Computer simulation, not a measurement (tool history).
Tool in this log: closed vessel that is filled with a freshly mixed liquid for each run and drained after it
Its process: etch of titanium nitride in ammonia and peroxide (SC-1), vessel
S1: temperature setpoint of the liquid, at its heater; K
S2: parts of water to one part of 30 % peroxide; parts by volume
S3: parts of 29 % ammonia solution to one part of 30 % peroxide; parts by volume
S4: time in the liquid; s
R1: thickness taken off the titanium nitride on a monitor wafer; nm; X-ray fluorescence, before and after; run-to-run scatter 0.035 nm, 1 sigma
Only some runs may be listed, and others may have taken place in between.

Run 1, hour 0.0: S1 321.15 K, S2 18.5 parts by volume, S3 0.7 parts by volume, S4 250 s. Result: R1 13.448 nm.
Run 2, hour 7.1: S1 321.15 K, S2 15.5 parts by volume, S3 0.7 parts by volume, S4 250 s. Result: R1 14.668 nm.
Run 3, hour 11.0: S1 318.15 K, S2 15.5 parts by volume, S3 0.7 parts by volume, S4 250 s. Result: R1 11.880 nm.
Run 4, hour 17.6: S1 318.15 K, S2 15.5 parts by volume, S3 0.7 parts by volume, S4 270 s. Result: R1 12.798 nm.
Run 5, hour 18.5: S1 318.15 K, S2 15.5 parts by volume, S3 0.7 parts by volume, S4 270 s. Result: R1 12.999 nm.
Run 6, hour 23.4: S1 321.65 K, S2 15.5 parts by volume, S3 0.7 parts by volume, S4 270 s. Result: R1 16.648 nm.

Expected results for the next run?
Run 7, hour 26.2: S1 318.15 K, S2 16.0 parts by volume, S3 0.7 parts by volume, S4 270 s. Result: R1 ?.

R1: 12.544 nm

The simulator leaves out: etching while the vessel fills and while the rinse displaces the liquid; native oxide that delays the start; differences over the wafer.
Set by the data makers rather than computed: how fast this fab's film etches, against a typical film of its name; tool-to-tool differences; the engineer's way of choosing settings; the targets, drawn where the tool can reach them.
